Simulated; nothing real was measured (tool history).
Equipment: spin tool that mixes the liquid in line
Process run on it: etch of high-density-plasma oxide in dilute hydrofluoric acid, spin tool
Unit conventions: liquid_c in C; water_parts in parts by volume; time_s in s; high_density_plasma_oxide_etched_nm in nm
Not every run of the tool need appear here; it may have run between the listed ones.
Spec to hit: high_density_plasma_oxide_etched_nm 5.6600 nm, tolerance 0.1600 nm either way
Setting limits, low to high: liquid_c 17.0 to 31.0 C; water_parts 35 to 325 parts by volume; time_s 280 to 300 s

run  hour  liquid_c  water_parts  time_s  high_density_plasma_oxide_etched_nm
  1   0.0      23.0          180     280                               8.9103
  2   7.9      21.5          190     280                               7.7518
  3   8.9      20.5          195     280                               7.3302
  4  15.9      19.5          200     280                               6.7758
  5  20.7      21.0          200     280                               7.1718
  6  26.6      21.0          200     280                               7.0993
  7  35.0      20.0          205     280                               6.7908
  8  37.2      19.0          210     280                               6.2592
  9  40.6      18.5          210     280                               6.1288

Next run, 4 choices. One meets every target within its allowed miss, the rest don't. Which?
  A  44.0      21.0          260     300                                    ?
  B  44.0      17.0          200     285                                    ?
  C  44.0      22.5          250     290                                    ?
  D  44.0      18.0          205     300                                    ?

move  high_density_plasma_oxide_etched_nm
   A                               5.5685
   B                               6.2369
   C                               5.9721
   D                               6.6332
A: each result inside its tolerance
B: moves away from the targets compared with the last run
C: nearer the targets than the last run, but a result is still out of spec
D: moves away from the targets compared with the last run
Correct choice: A, which meets every target
